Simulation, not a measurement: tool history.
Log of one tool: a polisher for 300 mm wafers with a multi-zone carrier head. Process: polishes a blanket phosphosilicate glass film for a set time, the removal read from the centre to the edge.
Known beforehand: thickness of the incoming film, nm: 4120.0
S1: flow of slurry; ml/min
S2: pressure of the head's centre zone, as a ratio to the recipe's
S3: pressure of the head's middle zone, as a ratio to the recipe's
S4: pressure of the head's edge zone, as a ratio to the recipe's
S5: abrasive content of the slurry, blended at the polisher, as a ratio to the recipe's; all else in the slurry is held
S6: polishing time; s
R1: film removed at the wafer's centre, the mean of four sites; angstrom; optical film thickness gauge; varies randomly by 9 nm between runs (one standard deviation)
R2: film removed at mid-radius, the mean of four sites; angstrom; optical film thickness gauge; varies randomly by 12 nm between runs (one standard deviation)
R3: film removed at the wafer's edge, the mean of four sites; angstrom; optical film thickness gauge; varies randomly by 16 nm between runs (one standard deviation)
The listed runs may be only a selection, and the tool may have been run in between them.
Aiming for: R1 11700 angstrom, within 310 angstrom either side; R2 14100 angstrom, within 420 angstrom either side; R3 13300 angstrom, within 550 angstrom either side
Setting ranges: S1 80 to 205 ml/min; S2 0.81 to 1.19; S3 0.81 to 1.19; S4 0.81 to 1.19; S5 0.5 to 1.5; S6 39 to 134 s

Run 1, hour 0: S1 135 ml/min, S2 1, S3 1, S4 1, S5 1, S6 86 s. Result: R1 9965.4 angstrom, R2 9566.3 angstrom, R3 9595.9 angstrom.
Run 2, hour 2.5: S1 145 ml/min, S2 0.97, S3 1.05, S4 1.05, S5 1.15, S6 86 s. Result: R1 10446 angstrom, R2 10689 angstrom, R3 10501 angstrom.
Run 3, hour 11.6: S1 145 ml/min, S2 1.03, S3 1.05, S4 1.05, S5 1.15, S6 86 s. Result: R1 10925 angstrom, R2 10660 angstrom, R3 10449 angstrom.
Run 4, hour 15.3: S1 145 ml/min, S2 1.03, S3 1.05, S4 1.05, S5 1.35, S6 86 s. Result: R1 11579 angstrom, R2 11207 angstrom, R3 11013 angstrom.
Run 5, hour 17.1: S1 155 ml/min, S2 0.99, S3 1.08, S4 1.09, S5 1.4, S6 86 s. Result: R1 11417 angstrom, R2 11731 angstrom, R3 11416 angstrom.
Run 6, hour 22.9: S1 155 ml/min, S2 0.99, S3 1.08, S4 1.01, S5 1.4, S6 86 s. Result: R1 11378 angstrom, R2 11688 angstrom, R3 11148 angstrom.
Run 7, hour 27.5: S1 160 ml/min, S2 0.96, S3 1.1, S4 1.05, S5 1.45, S6 88 s. Result: R1 11472 angstrom, R2 12558 angstrom, R3 11856 angstrom.
Run 8, hour 32.2: S1 165 ml/min, S2 0.94, S3 1.11, S4 1.08, S5 1.45, S6 89 s. Result: R1 11455 angstrom, R2 12873 angstrom, R3 12058 angstrom.
Run 9, hour 38: S1 170 ml/min, S2 0.92, S3 1.11, S4 1.1, S5 1.45, S6 90 s. Result: R1 11411 angstrom, R2 13107 angstrom, R3 12313 angstrom.
Run 10, hour 43.7: S1 190 ml/min, S2 0.89, S3 1.14, S4 1.19, S5 1.5, S6 90 s. Result: R1 11422 angstrom, R2 13534 angstrom, R3 12684 angstrom.

Which single option among these 5 for the next run brings every result within its allowed miss of target? Just one does.
Run A, hour 49.4: S1 205 ml/min, S2 0.87, S3 1.13, S4 1.19, S5 1.3, S6 97 s. Result: R1 ?, R2 ?, R3 ?.
Run B, hour 49.4: S1 170 ml/min, S2 0.9, S3 1.08, S4 1.19, S5 1.5, S6 94 s. Result: R1 ?, R2 ?, R3 ?.
Run C, hour 49.4: S1 205 ml/min, S2 0.91, S3 1.07, S4 1.18, S5 1.25, S6 92 s. Result: R1 ?, R2 ?, R3 ?.
Run D, hour 49.4: S1 190 ml/min, S2 0.9, S3 1.07, S4 1.16, S5 1.5, S6 93 s. Result: R1 ?, R2 ?, R3 ?.
Run E, hour 49.4: S1 195 ml/min, S2 0.82, S3 1.13, S4 1.19, S5 1.45, S6 95 s. Result: R1 ?, R2 ?, R3 ?.

move     R1     R2     R3
   A  11569  14091  13123
   B  11787  13423  13097
   C  11285  12579  12252
   D  11874  13390  13001
   E  11041  14229  13272
A: all results land within tolerance of their targets
B: the biggest miss grows against the last run
C: the biggest miss grows against the last run
D: the biggest miss grows against the last run
E: corrects the largest miss of the last run, while another result sits out of spec
Correct choice: A, which meets every target
